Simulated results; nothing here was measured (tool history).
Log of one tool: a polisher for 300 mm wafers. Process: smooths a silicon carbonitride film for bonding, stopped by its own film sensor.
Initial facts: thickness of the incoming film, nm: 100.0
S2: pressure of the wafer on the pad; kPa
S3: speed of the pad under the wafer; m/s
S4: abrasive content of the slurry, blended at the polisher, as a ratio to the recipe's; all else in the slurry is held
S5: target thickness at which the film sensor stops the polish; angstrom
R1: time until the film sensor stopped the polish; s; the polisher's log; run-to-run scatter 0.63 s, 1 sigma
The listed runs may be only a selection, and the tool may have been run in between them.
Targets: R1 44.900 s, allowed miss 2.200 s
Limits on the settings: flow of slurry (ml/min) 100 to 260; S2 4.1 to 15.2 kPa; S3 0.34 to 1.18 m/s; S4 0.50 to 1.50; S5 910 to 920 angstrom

{"run": 1, "hour": 0.0, "flow of slurry (ml/min)": 165, "S2": 9.7, "S3": 0.76, "S4": 1.0, "S5": 910, "R1": 67.257}
{"run": 2, "hour": 1.7, "flow of slurry (ml/min)": 165, "S2": 9.7, "S3": 0.88, "S4": 1.0, "S5": 910, "R1": 59.988}
{"run": 3, "hour": 5.9, "flow of slurry (ml/min)": 165, "S2": 9.7, "S3": 0.88, "S4": 1.0, "S5": 910, "R1": 58.678}
{"run": 4, "hour": 14.8, "flow of slurry (ml/min)": 165, "S2": 9.7, "S3": 0.7, "S4": 1.0, "S5": 910, "R1": 69.275}
{"run": 5, "hour": 15.9, "flow of slurry (ml/min)": 205, "S2": 9.7, "S3": 0.7, "S4": 1.0, "S5": 910, "R1": 68.686}
{"run": 6, "hour": 22.7, "flow of slurry (ml/min)": 205, "S2": 10.3, "S3": 0.7, "S4": 1.0, "S5": 910, "R1": 64.035}
{"run": 7, "hour": 30.1, "flow of slurry (ml/min)": 205, "S2": 10.3, "S3": 0.7, "S4": 1.0, "S5": 910, "R1": 64.432}
{"run": 8, "hour": 38.6, "flow of slurry (ml/min)": 205, "S2": 11.0, "S3": 0.7, "S4": 1.0, "S5": 910, "R1": 60.627}
{"run": 9, "hour": 39.5, "flow of slurry (ml/min)": 205, "S2": 11.0, "S3": 0.7, "S4": 1.0, "S5": 910, "R1": 60.411}
{"run": 10, "hour": 41.8, "flow of slurry (ml/min)": 205, "S2": 11.7, "S3": 0.7, "S4": 1.0, "S5": 910, "R1": 55.748}
{"run": 11, "hour": 47.7, "flow of slurry (ml/min)": 205, "S2": 12.4, "S3": 0.7, "S4": 1.0, "S5": 910, "R1": 53.238}
{"run": 12, "hour": 53.0, "flow of slurry (ml/min)": 205, "S2": 13.1, "S3": 0.7, "S4": 1.0, "S5": 910, "R1": 50.005}
{"run": 13, "hour": 58.9, "flow of slurry (ml/min)": 205, "S2": 13.8, "S3": 0.7, "S4": 1.0, "S5": 910, "R1": 47.79}

Consider the 5 candidate settings below. Which is the only one whose results all fall within their allowed miss of target?
{"run": "A", "hour": 64.8, "flow of slurry (ml/min)": 225, "S2": 12.4, "S3": 0.64, "S4": 0.95, "S5": 920, "R1": "?"}
{"run": "B", "hour": 64.8, "flow of slurry (ml/min)": 210, "S2": 13.8, "S3": 0.84, "S4": 0.95, "S5": 920, "R1": "?"}
{"run": "C", "hour": 64.8, "flow of slurry (ml/min)": 200, "S2": 13.8, "S3": 0.7, "S4": 0.95, "S5": 910, "R1": "?"}
{"run": "D", "hour": 64.8, "flow of slurry (ml/min)": 225, "S2": 15.2, "S3": 0.64, "S4": 1.1, "S5": 920, "R1": "?"}
{"run": "E", "hour": 64.8, "flow of slurry (ml/min)": 215, "S2": 15.2, "S3": 0.62, "S4": 1.1, "S5": 910, "R1": "?"}

move=A R1=49.861
move=B R1=38.066
move=C R1=48.517
move=D R1=38.302
move=E R1=44.194
A: misses by more than the last run did
B: pushes the last run's worst result past its target
C: misses by more than the last run did
D: pushes the last run's worst result past its target
E: every result lands within tolerance
E meets every target.

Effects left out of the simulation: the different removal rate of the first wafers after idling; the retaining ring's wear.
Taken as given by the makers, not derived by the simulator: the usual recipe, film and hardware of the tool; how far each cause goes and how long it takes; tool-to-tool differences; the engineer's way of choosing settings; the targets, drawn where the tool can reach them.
